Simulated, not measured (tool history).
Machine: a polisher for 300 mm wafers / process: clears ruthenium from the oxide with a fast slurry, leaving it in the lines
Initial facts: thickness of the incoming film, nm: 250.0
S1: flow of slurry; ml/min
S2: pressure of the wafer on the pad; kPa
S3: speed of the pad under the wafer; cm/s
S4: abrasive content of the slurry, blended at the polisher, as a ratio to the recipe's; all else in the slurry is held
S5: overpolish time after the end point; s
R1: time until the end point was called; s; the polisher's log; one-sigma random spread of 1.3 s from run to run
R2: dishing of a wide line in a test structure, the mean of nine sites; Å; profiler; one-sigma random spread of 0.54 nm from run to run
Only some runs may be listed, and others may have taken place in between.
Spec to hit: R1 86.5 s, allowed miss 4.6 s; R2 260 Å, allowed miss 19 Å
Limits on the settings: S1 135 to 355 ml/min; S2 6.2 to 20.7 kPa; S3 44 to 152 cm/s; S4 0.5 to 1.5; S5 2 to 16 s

Run 1, hour 0: S1 225 ml/min, S2 13.1 kPa, S3 98 cm/s, S4 1, S5 8 s. Result: R1 116 s, R2 172.69 Å.
Run 2, hour 7.4: S1 185 ml/min, S2 13.1 kPa, S3 98 cm/s, S4 1, S5 8 s. Result: R1 123.89 s, R2 169.33 Å.
Run 3, hour 14.8: S1 185 ml/min, S2 13.1 kPa, S3 98 cm/s, S4 0.9, S5 8 s. Result: R1 130.41 s, R2 167.68 Å.
Run 4, hour 21.5: S1 200 ml/min, S2 14.5 kPa, S3 98 cm/s, S4 0.9, S5 8 s. Result: R1 112.4 s, R2 176.82 Å.
Run 5, hour 24.1: S1 210 ml/min, S2 15.2 kPa, S3 100 cm/s, S4 0.9, S5 9 s. Result: R1 104.31 s, R2 227.81 Å.
Run 6, hour 25.4: S1 210 ml/min, S2 15.2 kPa, S3 100 cm/s, S4 1.05, S5 9 s. Result: R1 100.5 s, R2 221.59 Å.
Run 7, hour 32.6: S1 210 ml/min, S2 15.2 kPa, S3 100 cm/s, S4 1.05, S5 9 s. Result: R1 99.047 s, R2 229.91 Å.
Run 8, hour 39.8: S1 220 ml/min, S2 15.2 kPa, S3 100 cm/s, S4 1.05, S5 9 s. Result: R1 97.612 s, R2 223.69 Å.
Run 9, hour 47.1: S1 225 ml/min, S2 15.2 kPa, S3 100 cm/s, S4 1.05, S5 9 s. Result: R1 97.167 s, R2 230.16 Å.
Run 10, hour 54.4: S1 235 ml/min, S2 15.2 kPa, S3 100 cm/s, S4 1.05, S5 9 s. Result: R1 97.422 s, R2 233.23 Å.
Run 11, hour 61.4: S1 240 ml/min, S2 15.2 kPa, S3 100 cm/s, S4 1.05, S5 9 s. Result: R1 95.082 s, R2 231.81 Å.
Run 12, hour 65.8: S1 245 ml/min, S2 15.2 kPa, S3 100 cm/s, S4 1.05, S5 9 s. Result: R1 98.382 s, R2 228.57 Å.
Run 13, hour 70.3: S1 245 ml/min, S2 15.9 kPa, S3 100 cm/s, S4 1.05, S5 9 s. Result: R1 93.035 s, R2 245.9 Å.

Exercise: of the 4 proposed moves below, exactly one satisfies all targets within the stated allowed misses. Which move is it?
Run A, hour 74.8: S1 245 ml/min, S2 15.9 kPa, S3 118 cm/s, S4 0.8, S5 11 s. Result: R1 ?, R2 ?.
Run B, hour 74.8: S1 185 ml/min, S2 17.9 kPa, S3 96 cm/s, S4 1.1, S5 11 s. Result: R1 ?, R2 ?.
Run C, hour 74.8: S1 230 ml/min, S2 18.6 kPa, S3 94 cm/s, S4 0.95, S5 9 s. Result: R1 ?, R2 ?.
Run D, hour 74.8: S1 230 ml/min, S2 15.2 kPa, S3 102 cm/s, S4 1.05, S5 9 s. Result: R1 ?, R2 ?.

move      R1      R2
   A  88.851   303.7
   B  89.392  301.99
   C  89.307  250.33
   D   96.93  231.64
A: brings the last run's worst result on target, with another outside its allowed miss
B: brings the last run's worst result on target, with another outside its allowed miss
C: each result inside its tolerance
D: further off than the last run
Correct choice: C, which meets every target
